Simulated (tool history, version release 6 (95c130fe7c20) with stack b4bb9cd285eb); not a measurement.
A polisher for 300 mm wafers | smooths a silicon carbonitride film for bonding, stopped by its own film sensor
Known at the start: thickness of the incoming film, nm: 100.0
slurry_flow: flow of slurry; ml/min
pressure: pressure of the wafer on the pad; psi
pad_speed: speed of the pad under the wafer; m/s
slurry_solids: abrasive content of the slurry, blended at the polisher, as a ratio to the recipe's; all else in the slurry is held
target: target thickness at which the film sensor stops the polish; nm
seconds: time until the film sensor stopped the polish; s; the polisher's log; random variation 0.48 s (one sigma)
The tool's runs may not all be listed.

run 1 hour=0.0 | slurry_flow=290 pressure=2.4 pad_speed=0.86 slurry_solids=1.00 target=83 | seconds=67.873
run 2 hour=3.0 | slurry_flow=290 pressure=2.4 pad_speed=0.86 slurry_solids=0.85 target=83 | seconds=74.559
run 3 hour=11.4 | slurry_flow=290 pressure=2.6 pad_speed=0.86 slurry_solids=0.85 target=83 | seconds=71.044
run 4 hour=16.9 | slurry_flow=325 pressure=2.6 pad_speed=0.86 slurry_solids=0.85 target=83 | seconds=70.439
run 5 hour=23.9 | slurry_flow=325 pressure=2.8 pad_speed=0.88 slurry_solids=0.85 target=83 | seconds=64.939
run 6 hour=29.0 | slurry_flow=325 pressure=3.0 pad_speed=0.90 slurry_solids=0.85 target=83 | seconds=59.859
run 7 hour=33.8 | slurry_flow=325 pressure=3.1 pad_speed=0.92 slurry_solids=0.85 target=83 | seconds=57.012
run 8 hour=41.1 | slurry_flow=325 pressure=3.2 pad_speed=0.94 slurry_solids=0.85 target=83 | seconds=55.380
run 9 hour=45.8 | slurry_flow=325 pressure=3.3 pad_speed=0.96 slurry_solids=0.85 target=83 | seconds=53.609
run 10 hour=48.2 | slurry_flow=325 pressure=3.4 pad_speed=0.98 slurry_solids=0.85 target=83 | seconds=51.414

The next listed run, before its measurement:
run 11 hour=53.7 | slurry_flow=325 pressure=3.7 pad_speed=1.04 slurry_solids=0.85 target=83 | seconds=?

seconds: 46.425 s

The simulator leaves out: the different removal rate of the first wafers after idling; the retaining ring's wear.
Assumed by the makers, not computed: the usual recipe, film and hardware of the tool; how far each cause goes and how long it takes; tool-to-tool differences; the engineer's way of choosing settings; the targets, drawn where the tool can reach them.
